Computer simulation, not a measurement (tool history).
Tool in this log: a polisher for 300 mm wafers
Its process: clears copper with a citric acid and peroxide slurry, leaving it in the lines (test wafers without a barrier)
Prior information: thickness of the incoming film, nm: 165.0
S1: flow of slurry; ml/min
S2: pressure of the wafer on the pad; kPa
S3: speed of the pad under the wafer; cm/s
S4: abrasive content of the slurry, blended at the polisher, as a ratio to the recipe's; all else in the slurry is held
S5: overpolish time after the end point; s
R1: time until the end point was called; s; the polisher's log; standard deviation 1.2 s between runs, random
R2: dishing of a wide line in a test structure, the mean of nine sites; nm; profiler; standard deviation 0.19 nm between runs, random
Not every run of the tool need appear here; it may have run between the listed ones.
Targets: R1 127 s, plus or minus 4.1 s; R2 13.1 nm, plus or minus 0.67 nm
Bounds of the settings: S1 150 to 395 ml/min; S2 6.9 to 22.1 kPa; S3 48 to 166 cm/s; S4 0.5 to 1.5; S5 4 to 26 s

run	hour	S1	S2	S3	S4	S5	R1	R2
1	0	250	14.5	106	1	13	94.22	15.305
2	6.2	250	14.5	106	1	17	92.657	19.235
3	14.5	250	13.8	106	1	17	96.933	18.503
4	17.7	205	13.8	106	1	17	99.056	18.225
5	19.9	205	13.8	106	0.85	17	103.41	18.374
6	23	205	13.1	106	0.85	17	106.15	17.61
7	28.4	205	12.4	106	0.85	17	111.13	16.276
8	33.8	205	11.7	106	0.85	17	118.15	16.405
9	39.5	210	11.7	106	0.85	16	114.91	14.992
10	46.8	210	11	106	0.85	16	125.09	14.304

Exercise: of the 4 proposed moves below, exactly one satisfies all targets within the stated allowed misses. Which move is it?
A	54.1	265	11	106	0.95	14	?	?
B	54.1	165	10.3	112	0.9	15	?	?
C	54.1	275	17.2	74	0.75	12	?	?
D	54.1	185	11	104	0.9	13	?	?

move	R1	R2
A	119.58	13.148
B	126.44	13.294
C	119.63	11.439
D	127.12	11.567
A: brings the last run's worst result on target, with another outside its allowed miss
B: all results land within tolerance of their targets
C: takes the biggest miss from the last run beyond its target
D: takes the biggest miss from the last run beyond its target
The right move is B.
